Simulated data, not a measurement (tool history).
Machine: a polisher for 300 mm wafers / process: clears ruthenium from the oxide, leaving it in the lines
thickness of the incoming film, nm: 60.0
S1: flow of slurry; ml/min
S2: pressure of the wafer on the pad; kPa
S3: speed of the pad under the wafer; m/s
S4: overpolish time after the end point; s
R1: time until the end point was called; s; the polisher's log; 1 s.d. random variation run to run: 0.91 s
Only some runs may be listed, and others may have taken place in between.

| run | hour | S1 | S2 | S3 | S4 | R1 |
|---|---|---|---|---|---|---|
| 1 | 0 | 310 | 9 | 0.94 | 28 | 76.2 |
| 2 | 4 | 310 | 9.7 | 0.94 | 28 | 75.392 |
| 3 | 10.2 | 310 | 9.7 | 0.86 | 28 | 81.554 |
| 4 | 13.6 | 310 | 9.7 | 0.86 | 28 | 80.577 |
| 5 | 20.2 | 310 | 10.3 | 0.88 | 28 | 75.194 |
| 6 | 24.1 | 310 | 8.3 | 0.88 | 28 | 83.5 |

Run 7 is up next; what results do you expect?
| 7 | 28 | 310 | 9.7 | 0.94 | 28 | ? |

{"run 7": {"R1": 72.495}}

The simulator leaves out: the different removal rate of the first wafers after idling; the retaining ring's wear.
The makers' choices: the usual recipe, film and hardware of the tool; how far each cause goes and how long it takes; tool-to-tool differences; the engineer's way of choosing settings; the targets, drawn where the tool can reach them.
